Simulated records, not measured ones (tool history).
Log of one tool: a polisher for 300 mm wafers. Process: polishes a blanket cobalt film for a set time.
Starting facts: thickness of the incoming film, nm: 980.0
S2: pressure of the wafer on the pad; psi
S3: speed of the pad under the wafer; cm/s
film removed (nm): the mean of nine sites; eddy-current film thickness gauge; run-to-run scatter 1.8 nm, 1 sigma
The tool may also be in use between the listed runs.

Run 1, hour 0: flow of slurry (ml/min) 310, S2 2.3 psi, S3 98 cm/s, polishing time (s) 52. Result: film removed (nm) 242.71.
Run 2, hour 3.5: flow of slurry (ml/min) 260, S2 2.3 psi, S3 98 cm/s, polishing time (s) 52. Result: film removed (nm) 241.39.
Run 3, hour 11.3: flow of slurry (ml/min) 260, S2 2 psi, S3 96 cm/s, polishing time (s) 52. Result: film removed (nm) 205.61.
Run 4, hour 17.9: flow of slurry (ml/min) 260, S2 1.8 psi, S3 96 cm/s, polishing time (s) 52. Result: film removed (nm) 187.34.
Run 5, hour 25.8: flow of slurry (ml/min) 260, S2 1.8 psi, S3 112 cm/s, polishing time (s) 52. Result: film removed (nm) 215.41.
Run 6, hour 28.6: flow of slurry (ml/min) 260, S2 1.8 psi, S3 88 cm/s, polishing time (s) 52. Result: film removed (nm) 171.18.

Run 7, settings as shown, results not yet in. Your forecast:
Run 7, hour 33.6: flow of slurry (ml/min) 260, S2 1.2 psi, S3 86 cm/s, polishing time (s) 52. Result: film removed (nm) ?.

film removed (nm): 112.7

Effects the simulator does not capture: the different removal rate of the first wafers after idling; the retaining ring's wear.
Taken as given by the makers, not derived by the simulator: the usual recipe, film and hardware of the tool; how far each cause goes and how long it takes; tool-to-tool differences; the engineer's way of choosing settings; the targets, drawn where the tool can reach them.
